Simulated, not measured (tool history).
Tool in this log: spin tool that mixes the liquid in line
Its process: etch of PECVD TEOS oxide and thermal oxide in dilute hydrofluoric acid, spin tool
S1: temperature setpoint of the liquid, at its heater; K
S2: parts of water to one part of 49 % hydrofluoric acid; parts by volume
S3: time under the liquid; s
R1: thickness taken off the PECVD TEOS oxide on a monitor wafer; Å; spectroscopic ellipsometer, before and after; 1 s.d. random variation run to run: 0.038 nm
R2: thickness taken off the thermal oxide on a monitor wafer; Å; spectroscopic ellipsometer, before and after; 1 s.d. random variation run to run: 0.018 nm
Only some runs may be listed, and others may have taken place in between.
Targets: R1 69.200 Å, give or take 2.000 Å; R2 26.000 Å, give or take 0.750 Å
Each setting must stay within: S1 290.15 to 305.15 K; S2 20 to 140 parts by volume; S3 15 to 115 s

run	hour	S1	S2	S3	R1	R2
1	0.0	297.15	75	60	104.080	38.842
2	3.9	295.15	80	60	89.167	33.139
3	10.9	293.65	80	60	84.412	31.749
4	14.8	292.65	80	60	80.350	30.435
5	19.4	292.65	80	50	67.132	25.364
6	24.9	292.65	80	60	81.138	30.306
7	33.8	292.15	80	60	79.005	29.763
8	37.0	291.65	80	60	77.399	29.192
9	40.0	291.15	80	60	75.107	28.523

4 next moves are on the table. One of them brings every result within its allowed miss. Which?
A	43.0	290.15	85	65	?	?
B	43.0	293.65	90	60	?	?
C	43.0	293.15	100	65	?	?
D	43.0	292.15	90	65	?	?

move	R1	R2
A	73.541	27.590
B	73.820	27.694
C	69.717	26.155
D	75.153	28.194
A: nearer the targets than the last run, but a result is still out of spec
B: nearer the targets than the last run, but a result is still out of spec
C: every result lands within tolerance
D: nearer the targets than the last run, but a result is still out of spec
The move that meets every target is C.
